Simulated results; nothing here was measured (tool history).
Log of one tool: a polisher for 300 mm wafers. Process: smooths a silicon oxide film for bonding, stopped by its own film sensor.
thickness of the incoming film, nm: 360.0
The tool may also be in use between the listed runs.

run,hour,flow of slurry (ml/min),pressure of the wafer on the pad (psi),speed of the pad under the wafer (m/s),abrasive content of the slurry,target thickness at which the film sensor stops the polish (Å),time until the film sensor stopped the polish (s)
1,0,245,2.2,1.02,1,3110,70.331
2,8.1,245,1.9,1.02,1,3110,81.13
3,12.6,245,1.9,0.86,1,3110,90.512
4,16.9,250,2.4,0.92,1,3110,69.271
5,23,250,2.8,0.96,1,3110,58.324
6,26.5,250,2.8,0.96,0.85,3110,61.765

Run 7 comes next. What will it give?
7,30.4,260,3.4,1.22,0.85,3110,?

Run 7 gave time until the film sensor stopped the polish (s) 43.266.

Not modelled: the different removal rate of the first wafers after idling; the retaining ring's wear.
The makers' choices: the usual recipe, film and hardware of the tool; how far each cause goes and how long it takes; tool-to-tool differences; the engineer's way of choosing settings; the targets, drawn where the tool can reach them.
